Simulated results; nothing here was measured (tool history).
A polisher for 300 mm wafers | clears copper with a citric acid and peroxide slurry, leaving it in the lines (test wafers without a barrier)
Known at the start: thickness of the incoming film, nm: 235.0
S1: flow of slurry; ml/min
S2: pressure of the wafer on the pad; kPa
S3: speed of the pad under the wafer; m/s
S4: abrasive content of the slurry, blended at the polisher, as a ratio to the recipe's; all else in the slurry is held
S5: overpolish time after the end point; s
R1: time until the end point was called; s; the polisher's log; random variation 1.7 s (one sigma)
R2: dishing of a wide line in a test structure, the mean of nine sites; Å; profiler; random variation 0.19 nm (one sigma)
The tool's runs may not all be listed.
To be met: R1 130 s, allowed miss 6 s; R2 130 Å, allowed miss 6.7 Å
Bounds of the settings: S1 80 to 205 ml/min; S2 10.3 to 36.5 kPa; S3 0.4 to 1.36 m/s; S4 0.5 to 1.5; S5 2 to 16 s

{"run": 1, "hour": 0.0, "S1": 135, "S2": 23.4, "S3": 0.88, "S4": 1, "S5": 8, "R1": 97.238, "R2": 154}
{"run": 2, "hour": 3.7, "S1": 135, "S2": 23.4, "S3": 0.88, "S4": 1, "S5": 5, "R1": 96.865, "R2": 98.351}
{"run": 3, "hour": 4.9, "S1": 135, "S2": 29, "S3": 0.88, "S4": 1, "S5": 5, "R1": 85.106, "R2": 116.23}
{"run": 4, "hour": 8.0, "S1": 130, "S2": 25.5, "S3": 0.86, "S4": 1, "S5": 6, "R1": 93.667, "R2": 122.83}
{"run": 5, "hour": 12.8, "S1": 130, "S2": 25.5, "S3": 0.68, "S4": 1, "S5": 6, "R1": 121.36, "R2": 100.37}
{"run": 6, "hour": 17.9, "S1": 130, "S2": 25.5, "S3": 0.66, "S4": 1, "S5": 7, "R1": 123.05, "R2": 106.88}
{"run": 7, "hour": 18.8, "S1": 125, "S2": 24.8, "S3": 0.66, "S4": 1, "S5": 8, "R1": 123.72, "R2": 122.48}
{"run": 8, "hour": 20.8, "S1": 125, "S2": 24.1, "S3": 0.66, "S4": 1, "S5": 8, "R1": 128.04, "R2": 116.48}

Which of these 5 next moves meets every target?
{"run": "A", "hour": 22.8, "S1": 175, "S2": 28.3, "S3": 0.6, "S4": 0.9, "S5": 7, "R1": "?", "R2": "?"}
{"run": "B", "hour": 22.8, "S1": 160, "S2": 27.6, "S3": 0.52, "S4": 1.35, "S5": 9, "R1": "?", "R2": "?"}
{"run": "C", "hour": 22.8, "S1": 105, "S2": 26.2, "S3": 0.62, "S4": 1.05, "S5": 8, "R1": "?", "R2": "?"}
{"run": "D", "hour": 22.8, "S1": 140, "S2": 24.8, "S3": 0.54, "S4": 1.1, "S5": 10, "R1": "?", "R2": "?"}
{"run": "E", "hour": 22.8, "S1": 145, "S2": 15.9, "S3": 0.8, "S4": 1.15, "S5": 9, "R1": "?", "R2": "?"}

move=A R1=120.79 R2=108.54
move=B R1=128.52 R2=130.1
move=C R1=130.07 R2=114.82
move=D R1=145.83 R2=127.32
move=E R1=140.64 R2=118.33
A: further off than the last run
B: meets every target
C: further off than the last run
D: brings the result that was furthest off to its target, and leaves another outside
E: nearer than the last run, and not there yet
Answer: B

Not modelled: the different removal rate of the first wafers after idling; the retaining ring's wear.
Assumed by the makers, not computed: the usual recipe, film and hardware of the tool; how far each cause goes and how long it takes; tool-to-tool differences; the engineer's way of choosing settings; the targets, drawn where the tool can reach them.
